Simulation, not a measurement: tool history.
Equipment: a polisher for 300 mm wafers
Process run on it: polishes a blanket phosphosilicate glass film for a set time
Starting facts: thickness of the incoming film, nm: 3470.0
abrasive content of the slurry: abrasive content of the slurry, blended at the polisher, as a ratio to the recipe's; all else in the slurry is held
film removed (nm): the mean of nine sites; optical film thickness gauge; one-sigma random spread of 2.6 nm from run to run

run	hour	flow of slurry (ml/min)	pressure of the wafer on the pad (psi)	speed of the pad under the wafer (m/s)	abrasive content of the slurry	polishing time (s)	film removed (nm)
1	0	120	2.9	1.24	1	39	415.06
2	2	120	2.9	1.48	1	39	476.36
3	5.7	115	2.6	1.48	1	39	431.23
4	13.4	110	2.3	1.48	1	39	377.23
5	19.4	105	2.2	1.48	1	39	367.43
6	27.5	105	2.1	1.48	1	39	350.19
7	32.8	100	2	1.48	1	39	335.82

Expected results for the next run?
8	37.9	95	1.9	1.48	1	39	?

Run 8 produced film removed (nm) 312.5.
